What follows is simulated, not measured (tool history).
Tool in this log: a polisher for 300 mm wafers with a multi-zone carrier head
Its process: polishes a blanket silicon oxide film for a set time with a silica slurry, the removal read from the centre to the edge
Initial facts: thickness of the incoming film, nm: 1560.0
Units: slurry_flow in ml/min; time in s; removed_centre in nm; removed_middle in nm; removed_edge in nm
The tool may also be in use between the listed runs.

run 1 hour=0.0 | slurry_flow=310 centre_zone=1.00 middle_zone=1.00 edge_zone=1.00 slurry_solids=1.00 time=44 | removed_centre=127.35 removed_middle=131.58 removed_edge=130.90
run 2 hour=1.5 | slurry_flow=310 centre_zone=1.00 middle_zone=1.00 edge_zone=0.95 slurry_solids=1.00 time=44 | removed_centre=128.08 removed_middle=131.03 removed_edge=126.03
run 3 hour=8.6 | slurry_flow=310 centre_zone=1.00 middle_zone=1.00 edge_zone=0.95 slurry_solids=1.00 time=54 | removed_centre=158.08 removed_middle=161.56 removed_edge=155.72
run 4 hour=11.3 | slurry_flow=310 centre_zone=1.00 middle_zone=1.00 edge_zone=0.95 slurry_solids=1.15 time=54 | removed_centre=169.14 removed_middle=173.16 removed_edge=166.67
run 5 hour=12.8 | slurry_flow=310 centre_zone=0.99 middle_zone=1.00 edge_zone=0.92 slurry_solids=1.00 time=52 | removed_centre=149.86 removed_middle=155.51 removed_edge=149.49
run 6 hour=15.9 | slurry_flow=310 centre_zone=0.99 middle_zone=1.00 edge_zone=0.92 slurry_solids=1.20 time=52 | removed_centre=162.79 removed_middle=169.34 removed_edge=159.93
run 7 hour=21.9 | slurry_flow=310 centre_zone=0.99 middle_zone=1.00 edge_zone=0.92 slurry_solids=1.20 time=52 | removed_centre=162.48 removed_middle=170.17 removed_edge=163.15

Predict the results of run 8:
run 8 hour=24.7 | slurry_flow=310 centre_zone=0.99 middle_zone=1.01 edge_zone=0.90 slurry_solids=1.05 time=50 | removed_centre=? removed_middle=? removed_edge=?

removed_centre: 149.02 nm
removed_middle: 155.34 nm
removed_edge: 144.96 nm
